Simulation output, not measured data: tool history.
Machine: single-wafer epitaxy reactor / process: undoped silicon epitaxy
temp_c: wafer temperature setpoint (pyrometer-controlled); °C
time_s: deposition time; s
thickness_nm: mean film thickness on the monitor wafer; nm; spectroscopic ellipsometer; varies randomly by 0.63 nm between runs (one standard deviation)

run  hour  temp_c  time_s  thickness_nm
  1   0.0     670     291        85.902
  2   1.6     672     291        88.911
  3   2.3     664     291        73.995
  4   4.7     658     291        64.563
  5  10.3     661     291        68.991
  6  13.0     664     291        74.198
  7  13.7     666     291        77.852

What will run 8 give?
  8  17.6     668     291             ?

For run 8 the tool returned thickness_nm 81.862 nm.
